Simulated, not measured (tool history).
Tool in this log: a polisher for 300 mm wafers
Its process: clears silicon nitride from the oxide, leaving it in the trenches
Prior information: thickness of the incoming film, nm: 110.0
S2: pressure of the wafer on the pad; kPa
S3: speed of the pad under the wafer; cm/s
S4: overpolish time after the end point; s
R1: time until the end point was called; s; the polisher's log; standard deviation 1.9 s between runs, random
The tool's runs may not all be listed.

run 1 hour=0 | flow_of_slurry_(ml/min)=275 S2=22.8 S3=96 S4=47 | R1=120.71
run 2 hour=2.3 | flow_of_slurry_(ml/min)=275 S2=22.1 S3=96 S4=47 | R1=122.36
run 3 hour=8 | flow_of_slurry_(ml/min)=275 S2=24.8 S3=96 S4=47 | R1=113.47
run 4 hour=11.2 | flow_of_slurry_(ml/min)=275 S2=24.8 S3=96 S4=51 | R1=114.18
run 5 hour=11.9 | flow_of_slurry_(ml/min)=275 S2=28.3 S3=96 S4=51 | R1=104.22
run 6 hour=16.6 | flow_of_slurry_(ml/min)=275 S2=26.2 S3=96 S4=51 | R1=107.53
run 7 hour=23.8 | flow_of_slurry_(ml/min)=275 S2=24.8 S3=96 S4=51 | R1=112.21
run 8 hour=29.2 | flow_of_slurry_(ml/min)=275 S2=23.4 S3=96 S4=51 | R1=115.44
run 9 hour=32.9 | flow_of_slurry_(ml/min)=275 S2=22.1 S3=94 S4=51 | R1=126.99
run 10 hour=34.6 | flow_of_slurry_(ml/min)=275 S2=22.1 S3=94 S4=51 | R1=126.74

What does the tool deliver on the next run?
run 11 hour=42.8 | flow_of_slurry_(ml/min)=275 S2=21.4 S3=94 S4=51 | R1=?

{"run 11": {"R1": 128.01}}
